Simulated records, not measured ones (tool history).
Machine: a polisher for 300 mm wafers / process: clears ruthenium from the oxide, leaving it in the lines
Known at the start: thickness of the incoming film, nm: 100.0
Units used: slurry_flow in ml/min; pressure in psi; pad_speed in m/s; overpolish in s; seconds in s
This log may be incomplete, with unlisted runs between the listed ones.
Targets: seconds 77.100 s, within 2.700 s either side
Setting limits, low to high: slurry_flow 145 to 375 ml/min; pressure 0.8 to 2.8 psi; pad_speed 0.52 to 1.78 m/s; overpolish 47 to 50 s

run  hour  slurry_flow  pressure  pad_speed  overpolish  seconds
  1   0.0          240       1.8       1.14          47  113.000
  2   8.1          240       1.5       1.14          47  135.580
  3  10.7          265       1.5       1.14          47  134.470
  4  16.3          265       1.5       1.14          47  137.890
  5  17.6          265       1.1       1.14          47  179.510
     25.0  -- head pressure recalibrated
  6  25.0          265       1.1       1.04          47  177.170
  7  26.2          265       1.2       1.04          47  162.300
  8  30.3          265       1.3       1.04          47  151.440
  9  38.2          270       1.8       1.08          47  105.400
 10  39.1          280       1.8       1.08          47  106.640
 11  42.5          285       1.8       1.08          47  105.760
 12  46.4          290       1.8       1.08          47  106.590
 13  52.9          295       1.8       1.08          47  107.160
 14  58.7          295       2.3       1.10          47   82.399
 15  61.2          300       2.3       1.10          47   82.543
 16  67.1          305       2.3       1.10          47   82.826

Which one of the following 4 next-run settings gets every result inside its allowed miss? There is exactly one.
  A  73.0          350       2.1       1.20          47        ?
  B  73.0          295       2.3       1.06          50        ?
  C  73.0          375       2.4       1.26          49        ?
  D  73.0          345       2.3       1.20          47        ?

move  seconds
   A   84.373
   B   85.480
   C   71.135
   D   77.298
A: further off than the last run
B: further off than the last run
C: pushes the last run's worst result past its target
D: meets every target
Correct choice: D, which meets every target
